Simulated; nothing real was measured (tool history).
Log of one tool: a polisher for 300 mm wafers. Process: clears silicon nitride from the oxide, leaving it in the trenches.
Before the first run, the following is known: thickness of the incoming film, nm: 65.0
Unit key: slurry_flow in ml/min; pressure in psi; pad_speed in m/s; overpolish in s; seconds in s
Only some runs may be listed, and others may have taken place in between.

run,hour,slurry_flow,pressure,pad_speed,overpolish,seconds
1,0.0,140,1.7,1.14,13,131.18
2,7.6,140,1.4,1.14,13,158.38
3,16.1,145,1.5,1.14,13,147.33
4,23.9,145,1.5,0.96,13,176.42
5,28.4,125,1.5,0.96,13,181.15
6,32.0,135,1.6,0.96,13,166.11

Run 7 comes next. What will it give?
7,39.5,145,1.7,0.96,13,?

{"run 7": {"seconds": 154.45}}
